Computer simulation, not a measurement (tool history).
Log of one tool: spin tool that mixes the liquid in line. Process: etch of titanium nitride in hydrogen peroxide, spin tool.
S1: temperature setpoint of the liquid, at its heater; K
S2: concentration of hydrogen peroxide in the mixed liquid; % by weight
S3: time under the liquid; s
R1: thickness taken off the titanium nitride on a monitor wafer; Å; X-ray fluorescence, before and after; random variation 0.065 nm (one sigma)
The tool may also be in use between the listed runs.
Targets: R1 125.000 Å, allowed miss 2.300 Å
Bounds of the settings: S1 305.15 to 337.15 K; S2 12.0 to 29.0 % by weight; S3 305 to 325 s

run	hour	S1	S2	S3	R1
1	0.0	321.15	19.5	305	65.873
2	2.8	321.15	19.5	305	65.795
3	3.8	322.65	19.5	305	73.730
4	5.2	322.65	19.5	325	78.824
5	10.2	323.65	19.5	325	84.478
6	17.3	324.65	19.5	325	90.038
7	25.6	325.65	19.5	325	97.571
8	32.7	326.15	19.5	325	100.800
9	40.0	329.65	19.5	325	129.450

Which of these 5 next moves meets every target?
A	47.3	331.15	17.0	305	?
B	47.3	328.65	24.5	320	?
C	47.3	329.65	20.0	325	?
D	47.3	331.15	21.5	305	?
E	47.3	330.15	20.5	325	?

move	R1
A	130.200
B	124.250
C	129.490
D	136.900
E	134.760
A: further off than the last run
B: meets every target
C: as far off as the last run
D: further off than the last run
E: further off than the last run
Move B is the one to make.
